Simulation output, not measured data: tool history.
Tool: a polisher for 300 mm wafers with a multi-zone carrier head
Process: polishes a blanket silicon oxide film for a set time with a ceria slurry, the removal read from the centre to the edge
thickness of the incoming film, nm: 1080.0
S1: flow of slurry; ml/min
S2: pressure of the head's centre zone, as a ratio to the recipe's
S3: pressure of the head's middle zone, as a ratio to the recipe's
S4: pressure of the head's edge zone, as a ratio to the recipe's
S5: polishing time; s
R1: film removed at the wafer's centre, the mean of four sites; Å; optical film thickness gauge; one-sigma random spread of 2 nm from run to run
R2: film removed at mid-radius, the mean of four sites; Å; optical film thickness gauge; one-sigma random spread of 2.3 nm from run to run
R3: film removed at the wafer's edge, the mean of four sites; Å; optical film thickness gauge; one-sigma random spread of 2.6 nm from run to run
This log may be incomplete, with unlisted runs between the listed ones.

Run 1, hour 0.0: S1 295 ml/min, S2 1.00, S3 1.00, S4 1.00, S5 76 s. Result: R1 3701.2 Å, R2 3660.5 Å, R3 3692.7 Å.
Run 2, hour 8.2: S1 355 ml/min, S2 1.00, S3 1.00, S4 1.00, S5 76 s. Result: R1 3743.9 Å, R2 3673.4 Å, R3 3777.5 Å.
Run 3, hour 9.6: S1 335 ml/min, S2 1.00, S3 1.00, S4 0.96, S5 74 s. Result: R1 3649.9 Å, R2 3573.9 Å, R3 3572.0 Å.
Run 4, hour 13.6: S1 315 ml/min, S2 1.00, S3 1.00, S4 0.93, S5 72 s. Result: R1 3525.9 Å, R2 3465.4 Å, R3 3404.3 Å.
Run 5, hour 16.2: S1 300 ml/min, S2 1.00, S3 1.00, S4 0.90, S5 70 s. Result: R1 3385.5 Å, R2 3370.2 Å, R3 3271.8 Å.
Run 6, hour 19.8: S1 290 ml/min, S2 1.01, S3 1.01, S4 0.88, S5 68 s. Result: R1 3343.9 Å, R2 3252.0 Å, R3 3072.0 Å.
Run 7, hour 22.4: S1 280 ml/min, S2 1.01, S3 1.01, S4 0.86, S5 68 s. Result: R1 3331.9 Å, R2 3267.5 Å, R3 3094.2 Å.
Run 8, hour 25.4: S1 275 ml/min, S2 1.02, S3 1.02, S4 0.85, S5 67 s. Result: R1 3295.4 Å, R2 3237.7 Å, R3 3038.2 Å.
Run 9, hour 26.9: S1 270 ml/min, S2 1.03, S3 1.03, S4 0.84, S5 66 s. Result: R1 3285.2 Å, R2 3218.0 Å, R3 2950.6 Å.

Run 10 is up next; what results do you expect?
Run 10, hour 28.4: S1 265 ml/min, S2 1.03, S3 1.03, S4 0.83, S5 66 s. Result: R1 ?, R2 ?, R3 ?.

{"run 10": {"R1": 3249.3, "R2": 3206.0, "R3": 2957.0}}
